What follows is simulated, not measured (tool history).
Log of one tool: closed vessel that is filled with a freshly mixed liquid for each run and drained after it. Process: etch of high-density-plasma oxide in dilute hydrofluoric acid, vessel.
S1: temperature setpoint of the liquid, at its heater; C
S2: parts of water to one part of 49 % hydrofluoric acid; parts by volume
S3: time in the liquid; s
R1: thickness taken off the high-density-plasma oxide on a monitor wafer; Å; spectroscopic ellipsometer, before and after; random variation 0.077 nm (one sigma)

| run | hour | S1 | S2 | S3 | R1 |
|---|---|---|---|---|---|
| 1 | 0 | 23 | 120 | 360 | 202.24 |
| 2 | 6 | 22 | 120 | 360 | 192.83 |
| 3 | 14.7 | 22 | 135 | 360 | 169.78 |
| 4 | 23.7 | 21.5 | 135 | 360 | 167.41 |
| 5 | 24.7 | 21 | 135 | 360 | 162.58 |
| 6 | 28.1 | 20.5 | 135 | 360 | 159.72 |
| 7 | 36.3 | 20 | 135 | 360 | 157.25 |
| 8 | 38.3 | 19.5 | 135 | 360 | 154.89 |

The next listed run, before its measurement:
| 9 | 45.1 | 19 | 135 | 360 | ? |

R1: 150.53 Å
